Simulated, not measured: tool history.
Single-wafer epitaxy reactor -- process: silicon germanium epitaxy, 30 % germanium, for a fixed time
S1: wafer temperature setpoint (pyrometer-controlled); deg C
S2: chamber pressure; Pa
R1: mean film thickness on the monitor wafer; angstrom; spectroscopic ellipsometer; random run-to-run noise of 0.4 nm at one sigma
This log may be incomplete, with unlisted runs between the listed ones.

run	hour	S1	S2	R1
1	0	610	3346	761.9
2	8.9	611	3346	772.22
3	13.4	612	3346	785.64
4	21.4	621	3346	948.68
5	28.6	620	3346	927.21
6	34.1	620	3613	954.22
7	40.6	620	3613	947.93
8	44.2	619	3613	937.15

Run 9, settings as shown, results not yet in. Your forecast:
9	50.7	618	3613	?

Run 9 produced R1 914.19 angstrom.

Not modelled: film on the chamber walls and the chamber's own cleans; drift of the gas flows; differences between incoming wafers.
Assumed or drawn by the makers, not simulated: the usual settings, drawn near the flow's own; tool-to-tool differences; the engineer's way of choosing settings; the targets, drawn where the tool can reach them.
